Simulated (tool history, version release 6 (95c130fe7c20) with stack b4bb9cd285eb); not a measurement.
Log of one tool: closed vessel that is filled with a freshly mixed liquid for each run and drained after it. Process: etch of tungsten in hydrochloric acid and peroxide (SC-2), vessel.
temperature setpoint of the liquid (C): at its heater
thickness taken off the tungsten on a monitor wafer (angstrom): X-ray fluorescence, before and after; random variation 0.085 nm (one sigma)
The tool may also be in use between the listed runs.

| run | hour | temperature setpoint of the liquid (C) | parts of water to one part each of 37 % hydrochloric acid and 30 % peroxide (parts by volume) | time in the liquid (s) | thickness taken off the tungsten on a monitor wafer (angstrom) |
|---|---|---|---|---|---|
| 1 | 0.0 | 52.0 | 9.5 | 120 | 289.42 |
| 2 | 3.9 | 52.0 | 7.5 | 120 | 353.46 |
| 3 | 13.0 | 50.0 | 7.5 | 120 | 309.54 |
| 4 | 15.1 | 53.5 | 7.5 | 120 | 386.48 |
| 5 | 19.7 | 58.5 | 7.5 | 120 | 537.14 |
| 6 | 21.7 | 55.5 | 7.5 | 120 | 442.34 |
| 7 | 24.6 | 53.0 | 7.5 | 120 | 374.25 |
| 8 | 27.6 | 51.0 | 7.5 | 120 | 330.69 |
| 9 | 30.8 | 49.5 | 7.5 | 120 | 297.91 |
| 10 | 40.1 | 48.0 | 7.5 | 120 | 268.39 |
| 11 | 48.0 | 47.0 | 7.5 | 120 | 252.46 |
| 12 | 54.4 | 46.0 | 7.5 | 120 | 235.20 |

The next listed run, before its measurement:
| 13 | 60.4 | 45.5 | 7.5 | 120 | ? |

thickness taken off the tungsten on a monitor wafer (angstrom): 227.80
